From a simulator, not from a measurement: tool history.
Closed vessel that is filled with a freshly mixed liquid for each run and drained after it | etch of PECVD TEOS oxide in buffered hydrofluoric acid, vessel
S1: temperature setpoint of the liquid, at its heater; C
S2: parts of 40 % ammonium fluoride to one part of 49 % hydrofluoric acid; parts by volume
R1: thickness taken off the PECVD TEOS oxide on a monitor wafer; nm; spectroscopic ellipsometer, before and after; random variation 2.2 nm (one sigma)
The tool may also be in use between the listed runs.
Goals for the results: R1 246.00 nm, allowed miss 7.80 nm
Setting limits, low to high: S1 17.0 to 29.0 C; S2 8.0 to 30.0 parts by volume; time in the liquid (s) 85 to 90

run 1 hour=0.0 | S1=21.0 S2=21.5 time_in_the_liquid_(s)=85 | R1=135.09
run 2 hour=1.0 | S1=21.0 S2=21.5 time_in_the_liquid_(s)=85 | R1=134.35
run 3 hour=4.3 | S1=21.0 S2=19.5 time_in_the_liquid_(s)=85 | R1=144.14
run 4 hour=5.6 | S1=23.5 S2=18.5 time_in_the_liquid_(s)=85 | R1=174.43
run 5 hour=13.2 | S1=26.0 S2=18.5 time_in_the_liquid_(s)=85 | R1=200.16
run 6 hour=15.9 | S1=27.0 S2=18.0 time_in_the_liquid_(s)=85 | R1=216.04
run 7 hour=18.6 | S1=27.5 S2=18.0 time_in_the_liquid_(s)=85 | R1=221.46
run 8 hour=24.7 | S1=28.0 S2=18.0 time_in_the_liquid_(s)=85 | R1=230.00
run 9 hour=33.3 | S1=28.5 S2=18.0 time_in_the_liquid_(s)=85 | R1=232.81

Which of these 4 next moves meets every target?
run A hour=41.9 | S1=28.5 S2=18.5 time_in_the_liquid_(s)=90 | R1=?
run B hour=41.9 | S1=29.0 S2=19.5 time_in_the_liquid_(s)=85 | R1=?
run C hour=41.9 | S1=28.5 S2=20.0 time_in_the_liquid_(s)=90 | R1=?
run D hour=41.9 | S1=26.5 S2=17.5 time_in_the_liquid_(s)=90 | R1=?

move=A R1=242.86
move=B R1=223.65
move=C R1=224.93
move=D R1=230.47
A: all results land within tolerance of their targets
B: moves away from the targets compared with the last run
C: moves away from the targets compared with the last run
D: moves away from the targets compared with the last run
A is the move that brings every result within its allowed miss.

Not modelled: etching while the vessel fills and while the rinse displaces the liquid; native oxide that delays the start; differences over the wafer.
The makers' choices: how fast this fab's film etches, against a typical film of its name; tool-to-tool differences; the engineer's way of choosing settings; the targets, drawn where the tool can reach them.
